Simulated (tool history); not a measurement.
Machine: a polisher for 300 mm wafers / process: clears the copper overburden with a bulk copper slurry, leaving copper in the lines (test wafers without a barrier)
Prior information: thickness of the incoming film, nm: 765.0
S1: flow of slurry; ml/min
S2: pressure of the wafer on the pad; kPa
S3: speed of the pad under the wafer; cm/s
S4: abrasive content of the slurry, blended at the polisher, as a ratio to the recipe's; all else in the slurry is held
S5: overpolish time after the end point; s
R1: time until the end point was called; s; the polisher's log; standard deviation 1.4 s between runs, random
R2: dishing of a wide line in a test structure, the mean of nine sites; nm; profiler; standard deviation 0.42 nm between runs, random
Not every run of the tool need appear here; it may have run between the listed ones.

run	hour	S1	S2	S3	S4	S5	R1	R2
1	0	305	15.2	140	1	13	80.367	51.804
2	1.2	305	15.2	140	1	12	82.198	49.889
3	4.7	305	15.2	140	1	11	82.161	49.028
4	11	305	15.2	140	0.85	11	80.522	49.32
5	18.1	305	15.2	106	0.85	11	108.39	42.163
6	23.8	305	15.2	106	0.85	15	103.4	48.474
7	30	305	15.9	106	0.85	14	105.93	49.051
8	31.8	305	15.9	110	0.85	13	98.817	47.783

For run 9, what comes out?
9	36.8	305	15.9	112	0.85	12	?	?

{"run 9": {"R1": 101.16, "R2": 46.857}}
